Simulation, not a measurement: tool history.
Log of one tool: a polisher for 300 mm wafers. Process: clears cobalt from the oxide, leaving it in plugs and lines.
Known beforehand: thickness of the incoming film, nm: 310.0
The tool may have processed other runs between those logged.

run,hour,flow of slurry (ml/min),pressure of the wafer on the pad (psi),speed of the pad under the wafer (m/s),overpolish time after the end point (s),time until the end point was called (s),dishing of a wide line in a test structure (angstrom)
1,0.0,150,1.2,1.28,17,87.966,341.64
2,2.0,150,0.9,1.28,17,110.280,287.75
3,3.6,150,1.2,1.28,17,85.623,325.75
4,9.8,150,1.3,1.28,17,80.108,365.97
5,18.3,150,1.3,1.28,21,79.382,391.16
6,26.7,120,1.3,1.28,21,83.573,383.39
7,33.7,110,1.3,1.40,16,79.924,348.39

Run 8, settings as shown, results not yet in. Your forecast:
8,39.9,140,1.2,1.48,13,?,?

Run 8 produced time until the end point was called (s) 80.297, dishing of a wide line in a test structure (angstrom) 306.13.
